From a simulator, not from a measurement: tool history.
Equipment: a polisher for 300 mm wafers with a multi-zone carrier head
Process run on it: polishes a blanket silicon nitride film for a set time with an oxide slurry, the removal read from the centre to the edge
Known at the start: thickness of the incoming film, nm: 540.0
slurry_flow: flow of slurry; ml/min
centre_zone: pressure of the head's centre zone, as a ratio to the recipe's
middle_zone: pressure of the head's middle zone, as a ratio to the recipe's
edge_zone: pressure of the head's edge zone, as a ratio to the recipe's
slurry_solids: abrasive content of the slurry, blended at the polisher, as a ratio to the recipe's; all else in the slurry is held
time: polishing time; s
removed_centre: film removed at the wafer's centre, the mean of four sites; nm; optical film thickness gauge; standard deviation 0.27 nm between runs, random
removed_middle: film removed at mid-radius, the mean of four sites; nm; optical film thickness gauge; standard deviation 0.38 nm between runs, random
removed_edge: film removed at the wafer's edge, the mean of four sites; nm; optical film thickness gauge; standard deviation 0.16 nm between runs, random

Run 1, hour 0.0: slurry_flow 205 ml/min, centre_zone 1.00, middle_zone 1.00, edge_zone 1.00, slurry_solids 1.00, time 36 s. Result: removed_centre 40.855 nm, removed_middle 42.636 nm, removed_edge 39.899 nm.
Run 2, hour 1.3: slurry_flow 205 ml/min, centre_zone 1.00, middle_zone 1.05, edge_zone 1.00, slurry_solids 1.00, time 36 s. Result: removed_centre 41.289 nm, removed_middle 43.561 nm, removed_edge 40.119 nm.
Run 3, hour 10.2: slurry_flow 200 ml/min, centre_zone 0.99, middle_zone 1.05, edge_zone 0.98, slurry_solids 0.90, time 35 s. Result: removed_centre 37.586 nm, removed_middle 39.293 nm, removed_edge 36.033 nm.
Run 4, hour 16.8: slurry_flow 200 ml/min, centre_zone 0.99, middle_zone 1.05, edge_zone 0.98, slurry_solids 0.75, time 35 s. Result: removed_centre 32.895 nm, removed_middle 35.188 nm, removed_edge 31.779 nm.
Run 5, hour 18.3: slurry_flow 195 ml/min, centre_zone 0.98, middle_zone 1.05, edge_zone 0.96, slurry_solids 0.70, time 35 s. Result: removed_centre 31.076 nm, removed_middle 33.338 nm, removed_edge 30.005 nm.
Run 6, hour 20.1: slurry_flow 195 ml/min, centre_zone 0.98, middle_zone 1.05, edge_zone 0.96, slurry_solids 0.90, time 35 s. Result: removed_centre 35.977 nm, removed_middle 38.821 nm, removed_edge 35.644 nm.
Run 7, hour 28.7: slurry_flow 200 ml/min, centre_zone 0.97, middle_zone 1.06, edge_zone 0.95, slurry_solids 0.85, time 35 s. Result: removed_centre 34.466 nm, removed_middle 37.902 nm, removed_edge 34.088 nm.
Run 8, hour 35.6: slurry_flow 200 ml/min, centre_zone 0.96, middle_zone 1.06, edge_zone 0.94, slurry_solids 0.80, time 35 s. Result: removed_centre 33.461 nm, removed_middle 37.845 nm, removed_edge 32.847 nm.
Run 9, hour 39.9: slurry_flow 165 ml/min, centre_zone 0.87, middle_zone 0.96, edge_zone 0.84, slurry_solids 0.55, time 32 s. Result: removed_centre 19.644 nm, removed_middle 22.726 nm, removed_edge 20.326 nm.
Run 10, hour 41.6: slurry_flow 220 ml/min, centre_zone 0.93, middle_zone 1.04, edge_zone 0.92, slurry_solids 0.50, time 32 s. Result: removed_centre 19.560 nm, removed_middle 21.767 nm, removed_edge 19.889 nm.

Estimate the outcome of run 11 from the log above:
Run 11, hour 43.0: slurry_flow 210 ml/min, centre_zone 0.94, middle_zone 1.05, edge_zone 0.93, slurry_solids 0.50, time 32 s. Result: removed_centre ?, removed_middle ?, removed_edge ?.

Run 11 gave removed_centre 19.636 nm, removed_middle 22.057 nm, removed_edge 19.670 nm.
